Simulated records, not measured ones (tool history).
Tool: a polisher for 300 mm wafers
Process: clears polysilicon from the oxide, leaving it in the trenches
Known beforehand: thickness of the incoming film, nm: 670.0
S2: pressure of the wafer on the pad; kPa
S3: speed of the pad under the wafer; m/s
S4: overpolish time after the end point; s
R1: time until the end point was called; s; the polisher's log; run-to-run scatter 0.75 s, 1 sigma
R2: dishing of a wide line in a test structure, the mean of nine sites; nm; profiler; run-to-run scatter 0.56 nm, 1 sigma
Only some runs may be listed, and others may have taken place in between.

Run 1, hour 0.0: flow of slurry (ml/min) 250, S2 20.7 kPa, S3 0.84 m/s, S4 29 s. Result: R1 51.741 s, R2 60.710 nm.
Run 2, hour 6.2: flow of slurry (ml/min) 250, S2 25.5 kPa, S3 0.84 m/s, S4 29 s. Result: R1 42.863 s, R2 62.230 nm.
Run 3, hour 10.4: flow of slurry (ml/min) 250, S2 27.6 kPa, S3 0.84 m/s, S4 29 s. Result: R1 40.432 s, R2 60.274 nm.
Run 4, hour 14.3: flow of slurry (ml/min) 245, S2 25.5 kPa, S3 0.74 m/s, S4 24 s. Result: R1 48.750 s, R2 60.425 nm.
At hour 19.1: worn pad replaced by a new one.
Run 5, hour 19.1: flow of slurry (ml/min) 240, S2 22.8 kPa, S3 0.70 m/s, S4 20 s. Result: R1 51.392 s, R2 58.985 nm.
Run 6, hour 20.7: flow of slurry (ml/min) 215, S2 20.0 kPa, S3 0.66 m/s, S4 17 s. Result: R1 62.895 s, R2 57.157 nm.
Run 7, hour 27.9: flow of slurry (ml/min) 200, S2 18.6 kPa, S3 0.66 m/s, S4 15 s. Result: R1 67.515 s, R2 53.236 nm.
Run 8, hour 29.0: flow of slurry (ml/min) 200, S2 17.9 kPa, S3 0.66 m/s, S4 17 s. Result: R1 68.681 s, R2 54.959 nm.
Run 9, hour 36.3: flow of slurry (ml/min) 200, S2 17.9 kPa, S3 0.66 m/s, S4 17 s. Result: R1 68.675 s, R2 55.913 nm.
Run 10, hour 41.2: flow of slurry (ml/min) 190, S2 16.5 kPa, S3 0.66 m/s, S4 16 s. Result: R1 75.573 s, R2 53.843 nm.
Run 11, hour 43.4: flow of slurry (ml/min) 185, S2 15.9 kPa, S3 0.66 m/s, S4 17 s. Result: R1 78.271 s, R2 53.935 nm.
Run 12, hour 50.7: flow of slurry (ml/min) 185, S2 14.5 kPa, S3 0.66 m/s, S4 9 s. Result: R1 83.736 s, R2 38.226 nm.
Run 13, hour 57.0: flow of slurry (ml/min) 180, S2 15.2 kPa, S3 0.62 m/s, S4 10 s. Result: R1 84.620 s, R2 40.668 nm.

Run 14 comes next. What will it give?
Run 14, hour 64.6: flow of slurry (ml/min) 180, S2 15.9 kPa, S3 0.60 m/s, S4 12 s. Result: R1 ?, R2 ?.

R1: 84.534 s
R2: 44.044 nm

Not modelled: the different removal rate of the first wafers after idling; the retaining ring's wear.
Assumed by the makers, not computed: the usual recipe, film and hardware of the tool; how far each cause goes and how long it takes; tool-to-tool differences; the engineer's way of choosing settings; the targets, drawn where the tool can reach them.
